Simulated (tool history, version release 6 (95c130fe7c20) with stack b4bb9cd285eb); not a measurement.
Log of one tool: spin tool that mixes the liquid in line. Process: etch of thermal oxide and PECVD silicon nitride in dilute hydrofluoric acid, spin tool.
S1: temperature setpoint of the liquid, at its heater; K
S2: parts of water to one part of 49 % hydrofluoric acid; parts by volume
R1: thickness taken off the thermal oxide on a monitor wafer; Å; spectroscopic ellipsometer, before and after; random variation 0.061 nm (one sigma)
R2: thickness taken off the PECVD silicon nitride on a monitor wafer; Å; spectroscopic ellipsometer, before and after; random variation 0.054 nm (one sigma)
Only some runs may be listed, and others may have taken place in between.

Run 1, hour 0: S1 297.15 K, S2 235 parts by volume, time under the liquid (s) 180. Result: R1 33.512 Å, R2 45.552 Å.
Run 2, hour 3.1: S1 297.65 K, S2 180 parts by volume, time under the liquid (s) 175. Result: R1 45.289 Å, R2 59.83 Å.
Run 3, hour 9.8: S1 297.65 K, S2 180 parts by volume, time under the liquid (s) 240. Result: R1 62.697 Å, R2 82.326 Å.
Run 4, hour 14.2: S1 297.65 K, S2 180 parts by volume, time under the liquid (s) 190. Result: R1 49.408 Å, R2 64.448 Å.
Run 5, hour 19.6: S1 297.65 K, S2 210 parts by volume, time under the liquid (s) 190. Result: R1 40.907 Å, R2 55.857 Å.
Run 6, hour 27.3: S1 300.15 K, S2 210 parts by volume, time under the liquid (s) 190. Result: R1 44.981 Å, R2 65.128 Å.
Run 7, hour 35.5: S1 299.15 K, S2 165 parts by volume, time under the liquid (s) 180. Result: R1 55.139 Å, R2 73.407 Å.
Run 8, hour 38.9: S1 298.65 K, S2 135 parts by volume, time under the liquid (s) 170. Result: R1 64.413 Å, R2 83.303 Å.
Run 9, hour 43.1: S1 297.65 K, S2 115 parts by volume, time under the liquid (s) 165. Result: R1 72.804 Å, R2 87.296 Å.
Run 10, hour 49: S1 297.65 K, S2 115 parts by volume, time under the liquid (s) 165. Result: R1 72.156 Å, R2 87.574 Å.
Run 11, hour 50.1: S1 296.65 K, S2 60 parts by volume, time under the liquid (s) 150. Result: R1 132 Å, R2 141.68 Å.
Run 12, hour 59: S1 296.65 K, S2 75 parts by volume, time under the liquid (s) 150. Result: R1 101.64 Å, R2 114.92 Å.
Run 13, hour 63.9: S1 296.15 K, S2 80 parts by volume, time under the liquid (s) 150. Result: R1 92.982 Å, R2 103.25 Å.

What does the tool deliver on the next run?
Run 14, hour 70.5: S1 296.15 K, S2 85 parts by volume, time under the liquid (s) 150. Result: R1 ?, R2 ?.

{"run 14": {"R1": 86.184, "R2": 97.004}}

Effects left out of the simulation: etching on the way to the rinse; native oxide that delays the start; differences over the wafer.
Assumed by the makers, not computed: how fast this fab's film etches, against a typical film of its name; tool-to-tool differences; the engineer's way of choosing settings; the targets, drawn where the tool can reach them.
